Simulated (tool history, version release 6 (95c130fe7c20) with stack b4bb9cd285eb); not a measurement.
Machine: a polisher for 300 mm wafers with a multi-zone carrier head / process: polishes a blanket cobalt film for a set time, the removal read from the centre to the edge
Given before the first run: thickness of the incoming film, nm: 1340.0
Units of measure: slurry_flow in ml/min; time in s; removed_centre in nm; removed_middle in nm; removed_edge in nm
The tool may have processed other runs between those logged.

Run 1, day 0.000: slurry_flow 125 ml/min, centre_zone 1.00, middle_zone 1.00, edge_zone 1.00, time 70 s. Result: removed_centre 271.56 nm, removed_middle 278.03 nm, removed_edge 289.10 nm.
Run 2, day 0.025: slurry_flow 100 ml/min, centre_zone 1.00, middle_zone 1.00, edge_zone 1.00, time 70 s. Result: removed_centre 243.84 nm, removed_middle 253.01 nm, removed_edge 274.05 nm.
Run 3, day 0.133: slurry_flow 105 ml/min, centre_zone 0.99, middle_zone 0.99, edge_zone 1.03, time 74 s. Result: removed_centre 263.64 nm, removed_middle 277.37 nm, removed_edge 296.68 nm.
Run 4, day 0.421: slurry_flow 105 ml/min, centre_zone 0.99, middle_zone 0.99, edge_zone 1.03, time 62 s. Result: removed_centre 218.59 nm, removed_middle 228.05 nm, removed_edge 247.91 nm.
Run 5, day 0.546: slurry_flow 110 ml/min, centre_zone 0.98, middle_zone 0.97, edge_zone 1.05, time 68 s. Result: removed_centre 242.49 nm, removed_middle 252.94 nm, removed_edge 276.95 nm.
Run 6, day 0.604: slurry_flow 115 ml/min, centre_zone 0.97, middle_zone 0.95, edge_zone 1.07, time 73 s. Result: removed_centre 265.07 nm, removed_middle 272.33 nm, removed_edge 306.20 nm.
Run 7, day 0.954: slurry_flow 120 ml/min, centre_zone 0.96, middle_zone 0.94, edge_zone 1.09, time 76 s. Result: removed_centre 278.27 nm, removed_middle 285.37 nm, removed_edge 324.15 nm.

What will run 8 give?
At day 1.104: slurry nozzle cleaned.
Run 8, day 1.104: slurry_flow 125 ml/min, centre_zone 0.95, middle_zone 0.93, edge_zone 1.10, time 79 s. Result: removed_centre ?, removed_middle ?, removed_edge ?.

For run 8 the tool returned removed_centre 329.20 nm, removed_middle 338.05 nm, removed_edge 366.61 nm.
